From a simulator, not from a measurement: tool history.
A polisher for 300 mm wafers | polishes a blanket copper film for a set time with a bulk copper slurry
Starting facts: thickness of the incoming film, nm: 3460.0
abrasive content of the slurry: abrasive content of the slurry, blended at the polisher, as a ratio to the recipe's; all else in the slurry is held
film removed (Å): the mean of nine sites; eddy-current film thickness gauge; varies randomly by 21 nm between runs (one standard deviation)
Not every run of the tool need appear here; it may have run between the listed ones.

run,day,flow of slurry (ml/min),pressure of the wafer on the pad (kPa),speed of the pad under the wafer (m/s),abrasive content of the slurry,polishing time (s),film removed (Å)
1,0,305,16.5,1.4,1,70,8342.6
2,0.108,305,16.5,1.4,1.15,70,8664
3,0.158,305,17.9,1.42,1.15,70,9337.4
4,0.475,305,19.3,1.46,1.15,70,9866.1
5,0.683,305,19.3,1.78,1.15,70,12069
6,0.867,305,20,1.8,1.15,70,12448

Run 7, settings as shown, results not yet in. Your forecast:
7,1.208,305,24.1,1.84,1.15,70,?

film removed (Å): 14105
